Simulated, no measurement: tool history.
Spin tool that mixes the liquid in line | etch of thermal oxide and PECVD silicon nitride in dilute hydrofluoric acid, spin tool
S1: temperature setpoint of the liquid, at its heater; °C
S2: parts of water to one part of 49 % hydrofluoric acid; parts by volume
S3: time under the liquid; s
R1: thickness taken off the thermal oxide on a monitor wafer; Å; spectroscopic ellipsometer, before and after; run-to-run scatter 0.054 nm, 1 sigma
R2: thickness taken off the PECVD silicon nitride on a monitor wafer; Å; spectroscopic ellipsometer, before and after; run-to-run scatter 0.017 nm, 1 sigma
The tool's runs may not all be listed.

run 1 hour=0.0 | S1=21.0 S2=85 S3=180 | R1=81.929 R2=32.341
run 2 hour=7.8 | S1=21.0 S2=60 S3=180 | R1=120.030 R2=45.752
run 3 hour=9.8 | S1=17.5 S2=60 S3=180 | R1=102.970 R2=35.893
run 4 hour=12.0 | S1=18.0 S2=70 S3=180 | R1=90.472 R2=31.872
run 5 hour=15.8 | S1=18.5 S2=80 S3=180 | R1=80.276 R2=29.086
run 6 hour=20.5 | S1=17.0 S2=80 S3=180 | R1=74.727 R2=26.409

The next listed run, before its measurement:
run 7 hour=28.5 | S1=18.0 S2=85 S3=180 | R1=? R2=?

R1: 71.451 Å
R2: 26.319 Å
